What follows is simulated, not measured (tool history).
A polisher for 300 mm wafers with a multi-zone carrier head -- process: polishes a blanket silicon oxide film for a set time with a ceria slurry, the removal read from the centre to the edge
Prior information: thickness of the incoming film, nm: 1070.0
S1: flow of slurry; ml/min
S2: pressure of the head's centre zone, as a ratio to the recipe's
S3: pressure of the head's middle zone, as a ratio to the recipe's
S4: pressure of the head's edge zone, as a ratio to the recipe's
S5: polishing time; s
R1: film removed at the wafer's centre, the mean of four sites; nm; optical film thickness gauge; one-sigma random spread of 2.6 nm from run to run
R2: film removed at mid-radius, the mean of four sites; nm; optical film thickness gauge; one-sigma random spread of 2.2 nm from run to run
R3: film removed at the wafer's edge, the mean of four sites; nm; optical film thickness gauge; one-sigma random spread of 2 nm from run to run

run 1 hour=0 | S1=300 S2=1 S3=1 S4=1 S5=60 | R1=194.86 R2=197.22 R3=195.47
run 2 hour=8.1 | S1=300 S2=1 S3=1.07 S4=1 S5=60 | R1=191.32 R2=211.96 R3=192.79
run 3 hour=14.1 | S1=300 S2=1 S3=1.01 S4=1 S5=60 | R1=192.47 R2=201.96 R3=197.62
run 4 hour=22.6 | S1=300 S2=1 S3=1.01 S4=1.08 S5=60 | R1=192.95 R2=198.62 R3=204.3
run 5 hour=27.4 | S1=300 S2=1.03 S3=0.99 S4=1.04 S5=57 | R1=186.47 R2=183.88 R3=189.61
run 6 hour=34.4 | S1=300 S2=1.03 S3=0.91 S4=1.04 S5=57 | R1=188.82 R2=172.76 R3=188.06

Run 7 comes next. What will it give?
run 7 hour=43.2 | S1=300 S2=1.05 S3=0.91 S4=1 S5=56 | R1=? R2=? R3=?

Run 7 produced R1 190.07 nm, R2 170.76 nm, R3 183.75 nm.
